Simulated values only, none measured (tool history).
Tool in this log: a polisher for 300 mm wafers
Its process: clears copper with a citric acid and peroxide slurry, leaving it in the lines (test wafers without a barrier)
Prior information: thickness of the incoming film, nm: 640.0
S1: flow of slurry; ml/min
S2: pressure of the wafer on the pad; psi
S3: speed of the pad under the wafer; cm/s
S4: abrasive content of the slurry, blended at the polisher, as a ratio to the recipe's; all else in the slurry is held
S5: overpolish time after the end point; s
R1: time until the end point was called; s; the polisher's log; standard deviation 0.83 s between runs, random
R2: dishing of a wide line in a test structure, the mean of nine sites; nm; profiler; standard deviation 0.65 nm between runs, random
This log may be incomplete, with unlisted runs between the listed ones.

run,day,S1,S2,S3,S4,S5,R1,R2
1,0.000,255,4.0,142,1.0,13,128.57,35.862
2,0.375,255,4.2,142,1.0,13,122.97,37.201
3,0.742,255,4.2,142,1.0,16,123.96,43.443
4,0.817,255,3.6,142,1.0,16,141.76,39.272
5,0.971,215,3.6,142,1.0,16,146.00,39.608
6,1.054,215,2.9,142,1.0,16,178.31,33.574
7,1.088,225,3.2,142,1.0,15,163.11,35.113
8,1.433,235,3.5,142,1.0,14,147.36,35.429
9,1.746,240,3.8,142,1.0,14,136.70,37.640
10,2.088,250,4.0,142,1.0,13,131.23,37.021
11,2.212,260,4.2,142,1.0,12,125.16,35.245

What will run 12 give?
12,2.529,265,4.4,142,1.0,12,?,?

R1: 118.77 s
R2: 38.561 nm
